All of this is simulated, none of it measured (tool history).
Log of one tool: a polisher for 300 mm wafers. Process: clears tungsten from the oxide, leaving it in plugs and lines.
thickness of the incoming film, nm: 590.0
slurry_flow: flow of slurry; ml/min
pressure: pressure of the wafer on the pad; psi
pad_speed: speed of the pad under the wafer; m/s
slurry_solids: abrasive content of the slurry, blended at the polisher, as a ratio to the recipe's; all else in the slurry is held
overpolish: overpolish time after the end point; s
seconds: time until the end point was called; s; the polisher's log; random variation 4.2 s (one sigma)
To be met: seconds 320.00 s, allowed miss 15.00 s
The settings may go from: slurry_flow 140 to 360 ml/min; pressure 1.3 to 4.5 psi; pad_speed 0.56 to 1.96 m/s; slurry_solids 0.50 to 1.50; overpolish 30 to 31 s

run,hour,slurry_flow,pressure,pad_speed,slurry_solids,overpolish,seconds
1,0.0,230,2.9,1.26,1.00,30,121.61
2,1.1,230,2.9,1.26,1.00,31,119.83
3,7.6,230,2.6,1.14,1.00,31,145.59
4,9.3,230,2.3,1.04,1.00,31,175.45
5,10.1,230,2.1,0.98,1.00,31,202.62
6,15.9,230,2.1,0.78,1.00,31,254.74
7,18.7,230,2.0,0.78,1.00,31,261.72
8,24.4,230,1.9,0.78,1.00,31,276.10
9,32.6,230,1.8,0.78,1.00,31,285.99
10,34.5,230,1.7,0.78,1.00,31,304.98
11,41.6,230,1.7,0.78,1.00,31,296.87

4 next moves are on the table. One of them brings every result within its allowed miss. Which?
A,48.7,190,2.1,0.74,1.20,31,?
B,48.7,190,1.7,0.82,0.85,30,?
C,48.7,215,1.7,0.90,1.00,31,?
D,48.7,225,1.3,1.06,1.25,31,?

move,seconds
A,254.56
B,313.15
C,265.47
D,261.28
A: further off than the last run
B: meets every target
C: further off than the last run
D: further off than the last run
The right move is B.
